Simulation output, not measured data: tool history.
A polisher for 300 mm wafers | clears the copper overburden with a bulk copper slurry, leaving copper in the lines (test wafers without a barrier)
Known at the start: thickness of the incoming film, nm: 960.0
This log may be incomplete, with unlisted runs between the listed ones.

run  hour  flow of slurry (ml/min)  pressure of the wafer on the pad (psi)  speed of the pad under the wafer (cm/s)  abrasive content of the slurry  overpolish time after the end point (s)  time until the end point was called (s)  dishing of a wide line in a test structure (Å)
  1   0.0                      190                                     2.9                                       82                             1.0                                       28                                   105.23                                          584.24
  2   5.5                      190                                     2.8                                       84                             1.0                                       25                                   106.43                                          567.37
  3  11.6                      190                                     2.7                                       86                             1.0                                       22                                   111.58                                          539.34
  4  19.9                      190                                     2.7                                       86                             1.0                                       32                                   107.55                                          590.82
  5  24.2                      190                                     2.7                                       70                             1.0                                       32                                   127.71                                          566.97
  6  26.6                      190                                     2.7                                       90                             1.0                                       32                                   104.90                                          591.57
  7  31.8                      190                                     2.6                                       90                             1.0                                       29                                   109.18                                          572.97
  8  36.6                      190                                     2.6                                       90                             1.0                                       26                                   111.36                                          563.84
  9  37.9                      195                                     2.6                                       90                             1.0                                       23                                   109.60                                          538.82
 10  44.1                      195                                     2.6                                       90                             1.0                                       22                                   109.70                                          543.69
 11  52.7                      190                                     2.0                                      100                             1.0                                        8                                   132.22                                          302.57
 12  60.8                      195                                     2.1                                       98                             1.0                                       10                                   123.81                                          349.07
 13  63.7                      205                                     2.1                                       96                             1.0                                       12                                   127.57                                          382.08
 14  71.1                      210                                     2.1                                       96                             1.0                                       12                                   126.38                                          396.16
 15  77.1                      215                                     2.1                                       96                             1.0                                       12                                   127.44                                          393.06
 16  78.1                      220                                     2.1                                       96                             1.0                                       12                                   126.92                                          392.49

Estimate the outcome of run 17 from the log above:
 17  86.4                      230                                     2.1                                       96                             1.0                                       12                                        ?                                               ?

{"run 17": {"time until the end point was called (s)": 126.35, "dishing of a wide line in a test structure (Å)": 401.97}}

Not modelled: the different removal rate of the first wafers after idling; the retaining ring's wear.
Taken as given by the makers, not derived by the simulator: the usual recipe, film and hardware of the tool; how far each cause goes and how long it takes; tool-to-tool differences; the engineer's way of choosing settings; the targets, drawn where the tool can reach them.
